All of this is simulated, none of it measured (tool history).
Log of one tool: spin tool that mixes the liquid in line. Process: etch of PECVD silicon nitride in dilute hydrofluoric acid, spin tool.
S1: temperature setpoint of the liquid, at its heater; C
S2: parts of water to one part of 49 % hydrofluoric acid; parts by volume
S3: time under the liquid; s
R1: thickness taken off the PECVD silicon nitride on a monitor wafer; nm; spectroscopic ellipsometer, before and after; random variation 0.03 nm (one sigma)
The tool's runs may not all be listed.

run 1 hour=0.0 | S1=25.0 S2=85 S3=70 | R1=1.5299
run 2 hour=5.4 | S1=25.0 S2=65 S3=70 | R1=2.0087
run 3 hour=12.5 | S1=26.5 S2=65 S3=70 | R1=2.2382
run 4 hour=20.2 | S1=27.5 S2=65 S3=70 | R1=2.3864
run 5 hour=23.3 | S1=24.5 S2=65 S3=70 | R1=1.9588
run 6 hour=28.2 | S1=26.0 S2=65 S3=70 | R1=2.1931
run 7 hour=31.0 | S1=27.0 S2=65 S3=70 | R1=2.2787
run 8 hour=33.9 | S1=28.0 S2=65 S3=70 | R1=2.4297
run 9 hour=34.9 | S1=29.0 S2=65 S3=70 | R1=2.5863
run 10 hour=43.4 | S1=29.5 S2=65 S3=70 | R1=2.7117
run 11 hour=48.8 | S1=30.0 S2=65 S3=70 | R1=2.7458
run 12 hour=50.6 | S1=30.5 S2=65 S3=70 | R1=2.8327

Run 13 comes next. What will it give?
run 13 hour=51.7 | S1=31.0 S2=65 S3=70 | R1=?

R1: 2.9576 nm

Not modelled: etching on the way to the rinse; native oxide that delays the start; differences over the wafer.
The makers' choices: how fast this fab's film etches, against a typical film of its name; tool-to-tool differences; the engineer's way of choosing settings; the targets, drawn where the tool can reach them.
